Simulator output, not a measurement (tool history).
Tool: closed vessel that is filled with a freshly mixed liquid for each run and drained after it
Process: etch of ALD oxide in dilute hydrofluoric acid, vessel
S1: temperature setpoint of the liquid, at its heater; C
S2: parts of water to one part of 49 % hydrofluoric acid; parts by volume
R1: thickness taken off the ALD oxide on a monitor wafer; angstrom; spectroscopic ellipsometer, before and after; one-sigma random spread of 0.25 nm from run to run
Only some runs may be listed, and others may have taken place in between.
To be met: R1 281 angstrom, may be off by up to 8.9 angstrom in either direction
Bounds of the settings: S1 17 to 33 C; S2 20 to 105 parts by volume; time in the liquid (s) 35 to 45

run 1 hour=0 | S1=25 S2=55 time_in_the_liquid_(s)=45 | R1=135.84
run 2 hour=0.8 | S1=22.5 S2=55 time_in_the_liquid_(s)=45 | R1=120.25
run 3 hour=3.6 | S1=25.5 S2=50 time_in_the_liquid_(s)=45 | R1=152.68
run 4 hour=7.5 | S1=25.5 S2=30 time_in_the_liquid_(s)=45 | R1=261.07
run 5 hour=15.9 | S1=25.5 S2=30 time_in_the_liquid_(s)=35 | R1=201.47
run 6 hour=17.7 | S1=25.5 S2=40 time_in_the_liquid_(s)=35 | R1=146.89
run 7 hour=18.9 | S1=27 S2=35 time_in_the_liquid_(s)=35 | R1=180.84
run 8 hour=23.7 | S1=28 S2=30 time_in_the_liquid_(s)=35 | R1=221.32
run 9 hour=27.6 | S1=29.5 S2=30 time_in_the_liquid_(s)=35 | R1=237.4

Exercise: of the 5 proposed moves below, exactly one satisfies all targets within the stated allowed misses. Which move is it?
run A hour=31.5 | S1=27.5 S2=30 time_in_the_liquid_(s)=35 | R1=?
run B hour=31.5 | S1=26.5 S2=25 time_in_the_liquid_(s)=35 | R1=?
run C hour=31.5 | S1=29 S2=35 time_in_the_liquid_(s)=35 | R1=?
run D hour=31.5 | S1=30 S2=35 time_in_the_liquid_(s)=45 | R1=?
run E hour=31.5 | S1=27.5 S2=30 time_in_the_liquid_(s)=45 | R1=?

move=A R1=217.31
move=B R1=252.13
move=C R1=196.43
move=D R1=262.85
move=E R1=279.4
A: lands further from the targets than the last run did
B: closes in on the targets versus the last run, not all within tolerance yet
C: lands further from the targets than the last run did
D: closes in on the targets versus the last run, not all within tolerance yet
E: hits every target within its allowed miss
The right move is E.
